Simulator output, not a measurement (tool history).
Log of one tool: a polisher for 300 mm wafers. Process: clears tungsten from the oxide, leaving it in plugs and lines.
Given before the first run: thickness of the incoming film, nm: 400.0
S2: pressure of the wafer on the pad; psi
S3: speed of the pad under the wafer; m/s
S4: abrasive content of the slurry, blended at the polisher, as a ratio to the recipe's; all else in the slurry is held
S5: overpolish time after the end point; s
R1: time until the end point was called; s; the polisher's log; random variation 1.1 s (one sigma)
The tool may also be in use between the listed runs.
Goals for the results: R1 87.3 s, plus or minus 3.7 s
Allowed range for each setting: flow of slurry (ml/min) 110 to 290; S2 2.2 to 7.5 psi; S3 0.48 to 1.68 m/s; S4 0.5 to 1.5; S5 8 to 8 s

Run 1, hour 0: flow of slurry (ml/min) 185, S2 4.8 psi, S3 1.08 m/s, S4 1, S5 8 s. Result: R1 63.758 s.
Run 2, hour 3.6: flow of slurry (ml/min) 185, S2 5.5 psi, S3 1.08 m/s, S4 1, S5 8 s. Result: R1 54.146 s.
Run 3, hour 7.8: flow of slurry (ml/min) 185, S2 5.1 psi, S3 1.08 m/s, S4 1, S5 8 s. Result: R1 59.96 s.
Run 4, hour 15.4: flow of slurry (ml/min) 185, S2 6.3 psi, S3 1.08 m/s, S4 1, S5 8 s. Result: R1 47.648 s.
Run 5, hour 23.1: flow of slurry (ml/min) 185, S2 5.8 psi, S3 1.08 m/s, S4 1, S5 8 s. Result: R1 52.183 s.
Run 6, hour 25.9: flow of slurry (ml/min) 185, S2 5.3 psi, S3 1.08 m/s, S4 1, S5 8 s. Result: R1 57.006 s.
Run 7, hour 28.3: flow of slurry (ml/min) 185, S2 4.9 psi, S3 1.08 m/s, S4 1, S5 8 s. Result: R1 62.315 s.
Run 8, hour 32.1: flow of slurry (ml/min) 185, S2 4.6 psi, S3 1.08 m/s, S4 1, S5 8 s. Result: R1 65.17 s.
Run 9, hour 34.9: flow of slurry (ml/min) 180, S2 3.2 psi, S3 1.06 m/s, S4 1, S5 8 s. Result: R1 94.301 s.
Run 10, hour 43.1: flow of slurry (ml/min) 180, S2 3.3 psi, S3 1.06 m/s, S4 1, S5 8 s. Result: R1 92.419 s.

Which one of the following 4 next-run settings gets every result inside its allowed miss? There is exactly one.
Run A, hour 51.3: flow of slurry (ml/min) 185, S2 3.7 psi, S3 1.14 m/s, S4 1, S5 8 s. Result: R1 ?.
Run B, hour 51.3: flow of slurry (ml/min) 170, S2 3.5 psi, S3 1.16 m/s, S4 1.05, S5 8 s. Result: R1 ?.
Run C, hour 51.3: flow of slurry (ml/min) 195, S2 3.4 psi, S3 1 m/s, S4 0.9, S5 8 s. Result: R1 ?.
Run D, hour 51.3: flow of slurry (ml/min) 170, S2 3.5 psi, S3 1.08 m/s, S4 1, S5 8 s. Result: R1 ?.

move      R1
   A  76.242
   B  78.693
   C  94.805
   D  84.788
A: takes the result that was furthest off past its target
B: takes the result that was furthest off past its target
C: further off than the last run
D: all results in spec
Answer: D
